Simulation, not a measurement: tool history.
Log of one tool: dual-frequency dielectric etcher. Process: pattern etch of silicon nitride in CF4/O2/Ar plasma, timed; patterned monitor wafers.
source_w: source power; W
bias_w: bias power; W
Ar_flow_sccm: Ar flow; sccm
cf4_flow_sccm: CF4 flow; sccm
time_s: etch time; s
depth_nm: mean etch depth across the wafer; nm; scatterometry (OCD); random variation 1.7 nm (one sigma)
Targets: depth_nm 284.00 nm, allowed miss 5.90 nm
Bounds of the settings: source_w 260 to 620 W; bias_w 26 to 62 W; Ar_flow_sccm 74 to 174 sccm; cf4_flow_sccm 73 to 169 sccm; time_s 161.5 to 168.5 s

run 1 day=0.000 | source_w=440 bias_w=44 Ar_flow_sccm=124 cf4_flow_sccm=121 time_s=161.5 | depth_nm=249.42
run 2 day=0.129 | source_w=440 bias_w=44 Ar_flow_sccm=140 cf4_flow_sccm=121 time_s=161.5 | depth_nm=246.55
run 3 day=0.262 | source_w=440 bias_w=39 Ar_flow_sccm=140 cf4_flow_sccm=121 time_s=161.5 | depth_nm=233.00
run 4 day=0.488 | source_w=440 bias_w=39 Ar_flow_sccm=125 cf4_flow_sccm=121 time_s=161.5 | depth_nm=237.64
run 5 day=0.688 | source_w=360 bias_w=39 Ar_flow_sccm=125 cf4_flow_sccm=121 time_s=161.5 | depth_nm=212.17
run 6 day=1.029 | source_w=360 bias_w=39 Ar_flow_sccm=125 cf4_flow_sccm=110 time_s=161.5 | depth_nm=210.65
run 7 day=1.129 | source_w=420 bias_w=40 Ar_flow_sccm=125 cf4_flow_sccm=110 time_s=161.5 | depth_nm=231.27
run 8 day=1.221 | source_w=510 bias_w=42 Ar_flow_sccm=124 cf4_flow_sccm=111 time_s=161.5 | depth_nm=266.88
run 9 day=1.442 | source_w=520 bias_w=42 Ar_flow_sccm=124 cf4_flow_sccm=111 time_s=161.5 | depth_nm=268.73
run 10 day=1.725 | source_w=530 bias_w=42 Ar_flow_sccm=124 cf4_flow_sccm=111 time_s=161.5 | depth_nm=271.77

Which of these 5 next moves meets every target?
run A day=2.008 | source_w=530 bias_w=40 Ar_flow_sccm=127 cf4_flow_sccm=113 time_s=163.0 | depth_nm=?
run B day=2.008 | source_w=480 bias_w=59 Ar_flow_sccm=111 cf4_flow_sccm=121 time_s=161.5 | depth_nm=?
run C day=2.008 | source_w=560 bias_w=45 Ar_flow_sccm=137 cf4_flow_sccm=128 time_s=164.5 | depth_nm=?
run D day=2.008 | source_w=540 bias_w=43 Ar_flow_sccm=119 cf4_flow_sccm=126 time_s=167.0 | depth_nm=?
run E day=2.008 | source_w=530 bias_w=45 Ar_flow_sccm=158 cf4_flow_sccm=126 time_s=166.5 | depth_nm=?

move=A depth_nm=267.48
move=B depth_nm=305.23
move=C depth_nm=295.86
move=D depth_nm=293.89
move=E depth_nm=282.14
A: further off than the last run
B: takes the result that was furthest off past its target
C: takes the result that was furthest off past its target
D: takes the result that was furthest off past its target
E: meets every target
The right move is E.
